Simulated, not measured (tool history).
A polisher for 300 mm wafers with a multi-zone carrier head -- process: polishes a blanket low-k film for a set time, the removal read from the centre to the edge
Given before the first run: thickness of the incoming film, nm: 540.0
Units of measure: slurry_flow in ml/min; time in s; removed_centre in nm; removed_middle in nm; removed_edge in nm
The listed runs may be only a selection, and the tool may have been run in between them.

run    day  slurry_flow  centre_zone  middle_zone  edge_zone  slurry_solids  time  removed_centre  removed_middle  removed_edge
  1  0.000          170         1.00         1.00       1.00           1.00    36          13.768          13.595        13.737
  2  0.175          170         1.00         1.02       0.97           0.90    36          13.238          13.257        12.972
  3  0.292          170         1.04         1.02       0.97           0.90    36          13.431          13.419        12.989
  4  0.562          170         1.04         1.02       0.97           0.90    40          15.033          14.705        13.902
  5  0.879          170         1.09         1.02       0.97           0.90    40          15.697          14.483        14.516
  6  1.225          130         1.09         1.02       0.97           0.90    40          14.628          13.890        14.064
  7  1.367          140         1.06         1.02       0.95           0.85    40          14.230          13.860        13.330
  8  1.438          135         1.03         1.01       0.93           0.80    40          13.363          13.193        12.969
  9  1.642          140         1.02         1.02       0.91           0.75    40          13.006          13.008        12.364
 10  1.733          140         1.01         1.03       0.89           0.70    40          12.351          12.563        11.849
     2.092  -- slurry nozzle cleaned
 11  2.092          140         1.01         1.04       0.88           0.65    40          12.527          12.811        12.034

What will run 12 give?
 12  2.154          145         1.00         1.05       0.87           0.60    39               ?               ?             ?

Logged for run 12: removed_centre 11.725 nm, removed_middle 12.064 nm, removed_edge 10.963 nm.

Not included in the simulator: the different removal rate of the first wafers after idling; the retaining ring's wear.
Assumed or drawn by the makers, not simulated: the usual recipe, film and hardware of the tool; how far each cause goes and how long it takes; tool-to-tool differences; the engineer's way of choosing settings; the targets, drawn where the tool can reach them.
